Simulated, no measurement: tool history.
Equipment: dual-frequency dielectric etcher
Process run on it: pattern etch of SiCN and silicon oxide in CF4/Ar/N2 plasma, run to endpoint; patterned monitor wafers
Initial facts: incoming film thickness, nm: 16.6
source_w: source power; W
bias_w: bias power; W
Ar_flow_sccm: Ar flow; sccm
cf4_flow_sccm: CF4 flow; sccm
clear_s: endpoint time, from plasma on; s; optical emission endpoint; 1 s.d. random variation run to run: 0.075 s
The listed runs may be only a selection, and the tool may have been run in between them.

run 1 hour=0.0 | source_w=600 bias_w=81 Ar_flow_sccm=129 cf4_flow_sccm=47 | clear_s=16.929
run 2 hour=2.2 | source_w=600 bias_w=86 Ar_flow_sccm=129 cf4_flow_sccm=47 | clear_s=16.556
run 3 hour=10.2 | source_w=580 bias_w=86 Ar_flow_sccm=129 cf4_flow_sccm=47 | clear_s=17.268
run 4 hour=12.6 | source_w=540 bias_w=86 Ar_flow_sccm=129 cf4_flow_sccm=47 | clear_s=18.622
run 5 hour=15.9 | source_w=530 bias_w=86 Ar_flow_sccm=129 cf4_flow_sccm=47 | clear_s=18.991
run 6 hour=21.5 | source_w=530 bias_w=74 Ar_flow_sccm=129 cf4_flow_sccm=47 | clear_s=20.265
run 7 hour=29.6 | source_w=520 bias_w=74 Ar_flow_sccm=129 cf4_flow_sccm=47 | clear_s=20.812

Predict the results of run 8:
-- hour=36.4 Ar flow controller replaced
run 8 hour=36.4 | source_w=510 bias_w=74 Ar_flow_sccm=129 cf4_flow_sccm=47 | clear_s=?

{"run 8": {"clear_s": 21.052}}

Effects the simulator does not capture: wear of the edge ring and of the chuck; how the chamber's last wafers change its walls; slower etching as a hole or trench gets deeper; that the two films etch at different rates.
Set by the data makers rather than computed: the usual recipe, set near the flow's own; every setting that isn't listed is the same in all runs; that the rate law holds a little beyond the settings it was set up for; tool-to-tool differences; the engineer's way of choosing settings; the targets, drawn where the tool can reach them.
